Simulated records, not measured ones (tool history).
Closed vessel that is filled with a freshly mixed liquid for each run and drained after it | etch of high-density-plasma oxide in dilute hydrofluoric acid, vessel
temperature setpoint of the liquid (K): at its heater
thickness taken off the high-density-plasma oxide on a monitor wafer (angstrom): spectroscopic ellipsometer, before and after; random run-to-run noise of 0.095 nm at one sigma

run,hour,temperature setpoint of the liquid (K),parts of water to one part of 49 % hydrofluoric acid (parts by volume),time in the liquid (s),thickness taken off the high-density-plasma oxide on a monitor wafer (angstrom)
1,0.0,298.15,50,105,106.19
2,2.3,298.15,50,105,105.29
3,4.7,298.15,50,110,110.82
4,6.4,299.65,50,110,115.05
5,12.2,301.15,50,110,124.29
6,18.7,302.15,50,110,128.20

The next listed run, before its measurement:
7,19.7,303.15,50,110,?

Run 7 measured thickness taken off the high-density-plasma oxide on a monitor wafer (angstrom) 134.88.

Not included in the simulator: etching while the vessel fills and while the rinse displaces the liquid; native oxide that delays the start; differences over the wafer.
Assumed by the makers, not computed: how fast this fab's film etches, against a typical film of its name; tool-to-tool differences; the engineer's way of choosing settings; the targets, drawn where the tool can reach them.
